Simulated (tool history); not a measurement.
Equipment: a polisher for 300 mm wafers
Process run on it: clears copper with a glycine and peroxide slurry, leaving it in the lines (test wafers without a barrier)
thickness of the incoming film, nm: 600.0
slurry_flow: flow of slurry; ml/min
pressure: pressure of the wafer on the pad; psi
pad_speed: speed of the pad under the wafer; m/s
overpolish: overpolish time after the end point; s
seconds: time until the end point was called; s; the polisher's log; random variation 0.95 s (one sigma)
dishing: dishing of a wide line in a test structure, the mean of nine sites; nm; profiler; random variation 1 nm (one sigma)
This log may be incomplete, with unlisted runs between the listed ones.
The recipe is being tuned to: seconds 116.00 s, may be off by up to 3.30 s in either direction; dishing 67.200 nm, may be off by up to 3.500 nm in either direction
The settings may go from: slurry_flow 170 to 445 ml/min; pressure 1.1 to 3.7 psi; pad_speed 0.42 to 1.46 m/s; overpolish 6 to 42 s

run 1 hour=0.0 | slurry_flow=285 pressure=2.4 pad_speed=0.94 overpolish=21 | seconds=168.31 dishing=52.132
run 2 hour=4.1 | slurry_flow=290 pressure=2.7 pad_speed=0.94 overpolish=20 | seconds=150.98 dishing=54.179
run 3 hour=5.0 | slurry_flow=290 pressure=2.7 pad_speed=0.94 overpolish=15 | seconds=153.05 dishing=41.809
run 4 hour=10.2 | slurry_flow=290 pressure=2.7 pad_speed=0.94 overpolish=10 | seconds=152.95 dishing=28.426
run 5 hour=19.0 | slurry_flow=290 pressure=2.7 pad_speed=0.78 overpolish=10 | seconds=175.15 dishing=25.633
run 6 hour=20.0 | slurry_flow=290 pressure=2.4 pad_speed=0.78 overpolish=10 | seconds=187.53 dishing=23.402
-- hour=28.8 slurry nozzle cleaned
run 7 hour=28.8 | slurry_flow=285 pressure=2.7 pad_speed=0.84 overpolish=12 | seconds=158.08 dishing=32.438
run 8 hour=32.6 | slurry_flow=280 pressure=2.9 pad_speed=0.84 overpolish=14 | seconds=150.85 dishing=40.052
run 9 hour=36.4 | slurry_flow=275 pressure=3.1 pad_speed=0.84 overpolish=15 | seconds=143.93 dishing=43.924
run 10 hour=42.3 | slurry_flow=275 pressure=3.2 pad_speed=0.86 overpolish=16 | seconds=136.91 dishing=49.046

Consider the 5 candidate settings below. Which is the only one whose results all fall within their allowed miss of target?
run A hour=48.2 | slurry_flow=270 pressure=3.7 pad_speed=0.92 overpolish=19 | seconds=? dishing=?
run B hour=48.2 | slurry_flow=215 pressure=2.5 pad_speed=0.90 overpolish=13 | seconds=? dishing=?
run C hour=48.2 | slurry_flow=390 pressure=3.0 pad_speed=1.10 overpolish=18 | seconds=? dishing=?
run D hour=48.2 | slurry_flow=260 pressure=3.0 pad_speed=0.76 overpolish=33 | seconds=? dishing=?
run E hour=48.2 | slurry_flow=295 pressure=3.3 pad_speed=0.64 overpolish=22 | seconds=? dishing=?

move=A seconds=116.09 dishing=64.895
move=B seconds=165.53 dishing=33.438
move=C seconds=118.84 dishing=60.010
move=D seconds=158.08 dishing=78.965
move=E seconds=162.39 dishing=55.274
A: every result lands within tolerance
B: further off than the last run
C: corrects the largest miss of the last run, while another result sits out of spec
D: further off than the last run
E: further off than the last run
So the answer is move A, the one that meets all the targets.

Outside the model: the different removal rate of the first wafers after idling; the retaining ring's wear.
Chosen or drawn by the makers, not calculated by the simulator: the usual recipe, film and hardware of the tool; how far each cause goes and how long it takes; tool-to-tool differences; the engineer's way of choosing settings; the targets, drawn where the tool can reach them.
